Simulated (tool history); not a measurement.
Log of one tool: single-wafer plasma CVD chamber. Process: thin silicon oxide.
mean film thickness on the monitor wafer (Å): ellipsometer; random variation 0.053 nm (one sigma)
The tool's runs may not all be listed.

run	day	heater temperature setpoint (deg C)	chamber pressure (Torr)	RF power (W)	deposition time (s)	mean film thickness on the monitor wafer (Å)
1	0.000	405	0.726	275	14.8	208.30
2	0.317	405	0.726	275	15.2	212.95
3	0.392	397	0.726	275	15.2	214.93
4	0.750	397	0.633	275	15.2	187.14
5	0.954	397	0.633	275	14.8	182.02
6	1.067	397	0.678	275	14.8	195.34

The next listed run, before its measurement:
7	1.392	397	0.713	275	14.8	?

mean film thickness on the monitor wafer (Å): 205.28
